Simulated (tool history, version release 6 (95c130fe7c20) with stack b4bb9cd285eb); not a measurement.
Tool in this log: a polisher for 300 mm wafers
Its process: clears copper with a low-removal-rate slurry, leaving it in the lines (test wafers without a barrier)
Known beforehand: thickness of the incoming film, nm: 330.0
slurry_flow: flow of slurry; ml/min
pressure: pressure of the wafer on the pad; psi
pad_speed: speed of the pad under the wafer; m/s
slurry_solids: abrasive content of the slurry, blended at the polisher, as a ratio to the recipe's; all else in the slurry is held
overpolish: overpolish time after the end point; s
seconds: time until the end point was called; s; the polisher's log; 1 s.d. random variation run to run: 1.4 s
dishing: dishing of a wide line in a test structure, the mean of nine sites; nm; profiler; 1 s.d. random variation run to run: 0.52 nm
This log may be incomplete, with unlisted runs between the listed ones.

run	hour	slurry_flow	pressure	pad_speed	slurry_solids	overpolish	seconds	dishing
1	0	165	3.5	1.08	1	20	99.36	38.003
2	4.1	165	3.5	1.08	1	21	96.362	38.795
3	6.9	135	3.5	1.08	1	21	102.48	38.605
4	14.6	135	3.5	1.08	1	15	101.59	29.54
5	19.6	135	3.5	1.22	1	15	91.924	32.356
6	27	100	3.5	1.22	1	15	93.521	31.617
7	34.6	100	3.5	1.22	1	16	92.249	33.74
8	42.8	100	3.5	1.22	1	17	94.999	35.116
9	43.4	100	3.5	1.22	1	18	94.024	35.901
10	47.7	100	3.5	1.22	1	19	96.416	36.791
11	48.4	100	3.4	1.2	1	29	97.544	49.046

Expected results for the next run?
12	50.6	100	3.3	1.18	1	31	?	?

seconds: 103.02 s
dishing: 49.006 nm
